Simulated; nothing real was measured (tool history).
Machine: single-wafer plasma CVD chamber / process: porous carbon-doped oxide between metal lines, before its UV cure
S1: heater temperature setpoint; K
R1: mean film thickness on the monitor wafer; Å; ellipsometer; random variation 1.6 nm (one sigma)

Run 1, hour 0.0: S1 548.15 K, RF power (kW) 0.475, deposition time (s) 58.0. Result: R1 3533.4 Å.
Run 2, hour 1.9: S1 543.15 K, RF power (kW) 0.480, deposition time (s) 58.0. Result: R1 3702.9 Å.
Run 3, hour 6.7: S1 543.15 K, RF power (kW) 0.445, deposition time (s) 58.0. Result: R1 3427.5 Å.
Run 4, hour 13.1: S1 534.15 K, RF power (kW) 0.445, deposition time (s) 58.0. Result: R1 3631.2 Å.
Run 5, hour 21.4: S1 534.15 K, RF power (kW) 0.445, deposition time (s) 59.9. Result: R1 3791.3 Å.
Run 6, hour 22.8: S1 539.15 K, RF power (kW) 0.445, deposition time (s) 59.9. Result: R1 3646.1 Å.

Run 7 has not been measured yet. What should we expect?
Run 7, hour 29.5: S1 535.15 K, RF power (kW) 0.450, deposition time (s) 59.9. Result: R1 ?.

R1: 3803.0 Å

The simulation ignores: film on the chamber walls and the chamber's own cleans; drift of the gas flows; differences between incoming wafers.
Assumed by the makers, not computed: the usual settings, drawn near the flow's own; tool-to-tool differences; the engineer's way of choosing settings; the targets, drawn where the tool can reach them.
